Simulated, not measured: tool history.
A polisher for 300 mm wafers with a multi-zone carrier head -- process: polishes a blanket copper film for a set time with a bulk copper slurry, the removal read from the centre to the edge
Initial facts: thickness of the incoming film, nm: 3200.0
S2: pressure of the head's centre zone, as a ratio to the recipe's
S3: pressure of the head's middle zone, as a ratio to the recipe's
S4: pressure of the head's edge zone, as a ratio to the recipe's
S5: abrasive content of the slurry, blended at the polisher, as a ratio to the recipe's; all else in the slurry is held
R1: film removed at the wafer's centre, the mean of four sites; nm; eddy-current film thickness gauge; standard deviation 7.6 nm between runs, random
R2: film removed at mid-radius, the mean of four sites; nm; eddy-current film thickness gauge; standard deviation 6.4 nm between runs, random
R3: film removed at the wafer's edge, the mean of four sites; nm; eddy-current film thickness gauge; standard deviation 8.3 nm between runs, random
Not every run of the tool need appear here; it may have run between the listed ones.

Run 1, day 0.000: flow of slurry (ml/min) 195, S2 1.00, S3 1.00, S4 1.00, S5 1.00, polishing time (s) 58. Result: R1 798.15 nm, R2 803.12 nm, R3 850.39 nm.
Run 2, day 0.121: flow of slurry (ml/min) 195, S2 1.00, S3 1.05, S4 1.00, S5 1.00, polishing time (s) 58. Result: R1 782.14 nm, R2 851.84 nm, R3 843.37 nm.
Run 3, day 0.288: flow of slurry (ml/min) 145, S2 1.00, S3 1.05, S4 1.00, S5 1.00, polishing time (s) 58. Result: R1 769.66 nm, R2 813.85 nm, R3 814.25 nm.
Run 4, day 0.583: flow of slurry (ml/min) 145, S2 1.00, S3 1.05, S4 1.00, S5 1.10, polishing time (s) 58. Result: R1 777.53 nm, R2 819.72 nm, R3 841.98 nm.
Run 5, day 0.933: flow of slurry (ml/min) 170, S2 1.03, S3 1.04, S4 1.03, S5 1.15, polishing time (s) 58. Result: R1 823.84 nm, R2 858.98 nm, R3 864.93 nm.
Run 6, day 1.017: flow of slurry (ml/min) 170, S2 1.03, S3 1.04, S4 1.00, S5 1.15, polishing time (s) 58. Result: R1 821.40 nm, R2 852.09 nm, R3 856.38 nm.

Estimate the outcome of run 7 from the log above:
Run 7, day 1.346: flow of slurry (ml/min) 185, S2 1.05, S3 1.01, S4 1.04, S5 1.20, polishing time (s) 58. Result: R1 ?, R2 ?, R3 ?.

{"run 7": {"R1": 856.6, "R2": 847.12, "R3": 882.95}}
